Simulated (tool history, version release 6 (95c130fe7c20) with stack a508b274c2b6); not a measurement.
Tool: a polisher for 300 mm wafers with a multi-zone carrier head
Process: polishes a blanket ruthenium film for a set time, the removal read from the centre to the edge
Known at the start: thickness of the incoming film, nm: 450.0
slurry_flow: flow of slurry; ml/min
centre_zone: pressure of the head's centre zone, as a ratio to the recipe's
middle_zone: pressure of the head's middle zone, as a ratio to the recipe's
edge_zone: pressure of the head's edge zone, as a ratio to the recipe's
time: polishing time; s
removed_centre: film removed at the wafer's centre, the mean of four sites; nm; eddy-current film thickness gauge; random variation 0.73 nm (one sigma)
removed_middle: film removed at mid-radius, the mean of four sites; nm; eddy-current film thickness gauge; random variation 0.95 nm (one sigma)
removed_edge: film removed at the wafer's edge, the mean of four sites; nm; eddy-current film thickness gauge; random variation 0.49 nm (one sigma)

{"run": 1, "hour": 0.0, "slurry_flow": 180, "centre_zone": 1, "middle_zone": 1, "edge_zone": 1, "time": 50, "removed_centre": 44.246, "removed_middle": 44.85, "removed_edge": 43.574}
{"run": 2, "hour": 8.3, "slurry_flow": 195, "centre_zone": 1.03, "middle_zone": 1.03, "edge_zone": 1.03, "time": 53, "removed_centre": 48.476, "removed_middle": 50.545, "removed_edge": 47.423}
{"run": 3, "hour": 11.1, "slurry_flow": 195, "centre_zone": 1.03, "middle_zone": 1.07, "edge_zone": 1.03, "time": 53, "removed_centre": 48.795, "removed_middle": 51.44, "removed_edge": 47.749}
{"run": 4, "hour": 11.7, "slurry_flow": 195, "centre_zone": 1.03, "middle_zone": 1.07, "edge_zone": 1.07, "time": 53, "removed_centre": 48.357, "removed_middle": 52.12, "removed_edge": 48.523}
{"run": 5, "hour": 12.7, "slurry_flow": 205, "centre_zone": 1.06, "middle_zone": 1.07, "edge_zone": 1.09, "time": 55, "removed_centre": 53.689, "removed_middle": 53.636, "removed_edge": 51.226}
{"run": 6, "hour": 15.7, "slurry_flow": 215, "centre_zone": 1.07, "middle_zone": 1.09, "edge_zone": 1.11, "time": 57, "removed_centre": 54.785, "removed_middle": 56.406, "removed_edge": 53.413}
{"run": 7, "hour": 18.2, "slurry_flow": 215, "centre_zone": 1.09, "middle_zone": 1.11, "edge_zone": 1.12, "time": 59, "removed_centre": 56.639, "removed_middle": 59.687, "removed_edge": 55.139}
{"run": 8, "hour": 22.5, "slurry_flow": 225, "centre_zone": 1.11, "middle_zone": 1.11, "edge_zone": 1.13, "time": 60, "removed_centre": 60.21, "removed_middle": 60.323, "removed_edge": 56.94}
{"run": 9, "hour": 28.2, "slurry_flow": 230, "centre_zone": 1.12, "middle_zone": 1.12, "edge_zone": 1.13, "time": 61, "removed_centre": 61.504, "removed_middle": 62.634, "removed_edge": 57.654}
{"run": 10, "hour": 36.7, "slurry_flow": 235, "centre_zone": 1.13, "middle_zone": 1.12, "edge_zone": 1.14, "time": 62, "removed_centre": 63.931, "removed_middle": 62.796, "removed_edge": 59.368}

Run 11 comes next. What will it give?
{"run": 11, "hour": 41.4, "slurry_flow": 240, "centre_zone": 1.13, "middle_zone": 1.13, "edge_zone": 1.14, "time": 62, "removed_centre": "?", "removed_middle": "?", "removed_edge": "?"}

removed_centre: 63.929 nm
removed_middle: 62.146 nm
removed_edge: 59.641 nm
